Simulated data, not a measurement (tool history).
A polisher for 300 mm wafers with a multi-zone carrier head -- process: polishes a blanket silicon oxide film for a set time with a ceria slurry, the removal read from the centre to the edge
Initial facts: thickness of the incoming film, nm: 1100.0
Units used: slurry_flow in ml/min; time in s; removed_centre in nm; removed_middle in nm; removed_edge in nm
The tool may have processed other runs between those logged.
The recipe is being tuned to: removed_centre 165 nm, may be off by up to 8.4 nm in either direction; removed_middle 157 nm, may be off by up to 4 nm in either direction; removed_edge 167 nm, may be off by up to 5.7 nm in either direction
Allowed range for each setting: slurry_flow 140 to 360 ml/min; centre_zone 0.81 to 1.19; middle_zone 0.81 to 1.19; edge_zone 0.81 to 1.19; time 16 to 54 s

run 1 hour=0 | slurry_flow=230 centre_zone=1 middle_zone=1 edge_zone=1 time=35 | removed_centre=181.46 removed_middle=177.06 removed_edge=182.81
run 2 hour=2.2 | slurry_flow=230 centre_zone=1 middle_zone=1 edge_zone=0.97 time=35 | removed_centre=179.96 removed_middle=178.08 removed_edge=182.16
run 3 hour=3.5 | slurry_flow=220 centre_zone=1 middle_zone=0.98 edge_zone=0.95 time=34 | removed_centre=172.31 removed_middle=170.29 removed_edge=173.18
run 4 hour=10.4 | slurry_flow=220 centre_zone=1 middle_zone=1.05 edge_zone=0.95 time=34 | removed_centre=167.27 removed_middle=178.37 removed_edge=175.68
run 5 hour=19 | slurry_flow=175 centre_zone=1 middle_zone=1.05 edge_zone=0.95 time=34 | removed_centre=172.06 removed_middle=172.8 removed_edge=171.11
run 6 hour=26.1 | slurry_flow=170 centre_zone=0.99 middle_zone=1.03 edge_zone=0.96 time=34 | removed_centre=165.35 removed_middle=171.62 removed_edge=173.17
run 7 hour=34.1 | slurry_flow=165 centre_zone=0.99 middle_zone=1.01 edge_zone=0.96 time=34 | removed_centre=165.52 removed_middle=169.01 removed_edge=172.98
run 8 hour=42.2 | slurry_flow=165 centre_zone=1 middle_zone=0.99 edge_zone=0.96 time=34 | removed_centre=169.62 removed_middle=163.76 removed_edge=174.96
run 9 hour=44.4 | slurry_flow=165 centre_zone=1 middle_zone=0.98 edge_zone=0.95 time=34 | removed_centre=171.9 removed_middle=163.79 removed_edge=173.35
run 10 hour=46.2 | slurry_flow=165 centre_zone=1 middle_zone=0.98 edge_zone=0.95 time=34 | removed_centre=170.98 removed_middle=164.42 removed_edge=172.31
run 11 hour=47 | slurry_flow=165 centre_zone=1 middle_zone=0.97 edge_zone=0.94 time=34 | removed_centre=170.9 removed_middle=161.81 removed_edge=168.3

5 candidate next runs follow, results not yet known. Just one meets every target within its allowed miss. Identify it.
run A hour=47.8 | slurry_flow=245 centre_zone=0.87 middle_zone=1.06 edge_zone=0.84 time=32 | removed_centre=? removed_middle=? removed_edge=?
run B hour=47.8 | slurry_flow=155 centre_zone=0.99 middle_zone=0.94 edge_zone=1.08 time=34 | removed_centre=? removed_middle=? removed_edge=?
run C hour=47.8 | slurry_flow=215 centre_zone=1.1 middle_zone=1.03 edge_zone=0.81 time=33 | removed_centre=? removed_middle=? removed_edge=?
run D hour=47.8 | slurry_flow=150 centre_zone=1.01 middle_zone=1.05 edge_zone=0.91 time=31 | removed_centre=? removed_middle=? removed_edge=?
run E hour=47.8 | slurry_flow=145 centre_zone=0.96 middle_zone=0.9 edge_zone=0.85 time=35 | removed_centre=? removed_middle=? removed_edge=?

move=A removed_centre=142.83 removed_middle=171.88 removed_edge=156.65
move=B removed_centre=163.53 removed_middle=158.57 removed_edge=181.08
move=C removed_centre=183.79 removed_middle=170.89 removed_edge=157.48
move=D removed_centre=151.61 removed_middle=156.72 removed_edge=151.44
move=E removed_centre=161.78 removed_middle=156.92 removed_edge=165.61
A: lands further from the targets than the last run did
B: puts the biggest miss on target and leaves a different result outside tolerance
C: lands further from the targets than the last run did
D: puts the biggest miss on target and leaves a different result outside tolerance
E: every result within its allowed miss
E meets every target.
